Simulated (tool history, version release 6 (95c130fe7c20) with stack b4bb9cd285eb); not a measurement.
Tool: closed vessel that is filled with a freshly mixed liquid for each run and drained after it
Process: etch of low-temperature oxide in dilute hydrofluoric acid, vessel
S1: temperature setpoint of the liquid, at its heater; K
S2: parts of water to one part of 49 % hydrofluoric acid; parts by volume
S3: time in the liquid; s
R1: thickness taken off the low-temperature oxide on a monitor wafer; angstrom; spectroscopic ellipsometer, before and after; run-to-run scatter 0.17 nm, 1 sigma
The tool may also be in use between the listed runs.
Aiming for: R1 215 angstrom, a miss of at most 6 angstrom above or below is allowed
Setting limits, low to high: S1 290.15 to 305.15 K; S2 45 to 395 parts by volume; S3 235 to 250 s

run	hour	S1	S2	S3	R1
1	0	297.15	220	235	268.51
2	3.1	300.15	220	235	301.33
3	9.7	302.15	220	235	325.36
4	15.2	302.15	220	250	345.06
5	21.6	300.15	220	250	320.33
6	23.1	297.15	225	250	281.02
7	28.2	293.15	235	250	226.95
8	32.2	292.65	235	250	222.86

Which single option among these 4 for the next run brings every result within its allowed miss of target? Just one does.
A	36.2	290.15	210	250	?
B	36.2	290.15	215	235	?
C	36.2	290.65	210	240	?
D	36.2	293.65	240	250	?

move	R1
A	232.47
B	212.48
C	227.63
D	226.43
A: the biggest miss grows against the last run
B: all results land within tolerance of their targets
C: the biggest miss grows against the last run
D: the biggest miss grows against the last run
Correct choice: B, which meets every target
